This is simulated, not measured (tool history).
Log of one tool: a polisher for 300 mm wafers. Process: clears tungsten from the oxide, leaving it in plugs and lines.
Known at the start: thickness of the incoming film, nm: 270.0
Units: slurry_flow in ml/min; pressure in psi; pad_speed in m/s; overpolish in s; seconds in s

run	hour	slurry_flow	pressure	pad_speed	slurry_solids	overpolish	seconds
1	0	230	4.5	0.94	1	11	71.612
2	4	230	4.5	0.94	1	8	71.153
3	9.4	230	5.1	0.96	1	8	60.585
4	10.4	230	5.5	0.98	1	8	56.329
# hour 15.8: slurry tank refilled with fresh slurry and peroxide
5	15.8	230	5.9	1.02	1	8	39.536
6	19.7	230	5.9	1.02	1	11	40.34
7	25.6	230	6	1.02	1	11	40.451
8	32.2	230	6.1	1.02	1	11	39.016
9	34.8	230	6.2	1.02	1	11	37.619

Run 10 comes next. What will it give?
10	42.5	230	6.3	1.02	1	11	?

seconds: 37.659 s
